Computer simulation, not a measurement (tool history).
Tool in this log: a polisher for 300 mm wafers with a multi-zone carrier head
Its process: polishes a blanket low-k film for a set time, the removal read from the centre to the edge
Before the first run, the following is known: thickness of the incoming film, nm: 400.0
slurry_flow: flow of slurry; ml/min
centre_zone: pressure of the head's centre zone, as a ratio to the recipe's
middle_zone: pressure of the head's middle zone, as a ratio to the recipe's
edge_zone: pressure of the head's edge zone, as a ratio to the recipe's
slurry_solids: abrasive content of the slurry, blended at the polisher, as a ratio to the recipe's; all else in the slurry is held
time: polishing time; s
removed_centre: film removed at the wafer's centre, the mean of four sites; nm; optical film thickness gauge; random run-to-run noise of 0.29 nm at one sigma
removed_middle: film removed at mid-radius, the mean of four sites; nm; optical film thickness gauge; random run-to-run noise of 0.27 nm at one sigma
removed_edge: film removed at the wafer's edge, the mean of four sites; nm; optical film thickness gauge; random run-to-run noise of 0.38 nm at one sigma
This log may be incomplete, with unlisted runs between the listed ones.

run  hour  slurry_flow  centre_zone  middle_zone  edge_zone  slurry_solids  time  removed_centre  removed_middle  removed_edge
  1   0.0          230         1.00         1.00       1.00           1.00    57          19.034          17.707        18.156
  2   8.6          230         1.00         1.00       0.95           1.00    57          18.529          17.863        17.584
  3  17.2          230         1.06         1.00       0.95           1.00    57          19.287          17.448        17.863
  4  19.3          230         1.06         1.00       0.95           0.85    57          18.348          16.447        16.825
  5  27.2          230         1.06         1.00       0.99           0.85    57          17.807          16.059        16.484
  6  27.7          230         1.03         1.00       1.00           1.00    59          19.604          18.134        19.094
  7  35.6          240         1.05         1.04       1.00           1.15    59          21.191          19.971        20.237
  8  37.4          245         1.05         1.06       1.02           1.25    60          22.710          21.665        21.191

Forecast run 9:
  9  40.9          240         1.03         1.06       1.04           1.30    62               ?               ?             ?

Run 9 came out at removed_centre 23.639 nm, removed_middle 22.428 nm, removed_edge 22.774 nm.

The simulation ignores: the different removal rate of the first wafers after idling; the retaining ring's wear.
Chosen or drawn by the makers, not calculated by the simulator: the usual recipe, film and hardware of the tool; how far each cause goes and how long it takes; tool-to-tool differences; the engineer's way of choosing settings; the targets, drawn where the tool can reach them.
